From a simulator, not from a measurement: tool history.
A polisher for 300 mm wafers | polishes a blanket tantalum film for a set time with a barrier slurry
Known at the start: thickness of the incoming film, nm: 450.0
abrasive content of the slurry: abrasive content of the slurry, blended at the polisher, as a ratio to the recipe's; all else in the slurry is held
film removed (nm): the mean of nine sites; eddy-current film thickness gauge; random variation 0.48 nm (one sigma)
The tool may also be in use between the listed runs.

run,hour,flow of slurry (ml/min),pressure of the wafer on the pad (kPa),speed of the pad under the wafer (cm/s),abrasive content of the slurry,polishing time (s),film removed (nm)
1,0.0,255,13.1,96,1.00,107,158.920
2,4.3,250,12.4,90,1.00,107,143.190
3,6.2,250,12.4,90,1.00,112,149.320
4,14.9,285,12.4,90,1.00,112,154.070
5,22.4,285,12.4,90,1.00,112,152.070
6,25.6,285,12.4,90,1.00,107,145.520
7,27.0,280,11.7,84,0.95,107,127.490
8,30.3,275,11.0,80,0.90,107,111.010
9,31.8,270,10.3,76,0.90,107,100.550
10,34.0,265,9.7,72,0.90,107,87.733
11,42.0,260,9.0,70,0.90,107,78.588

Run 12 comes next. What will it give?
12,45.0,255,9.0,70,0.90,107,?

film removed (nm): 80.441
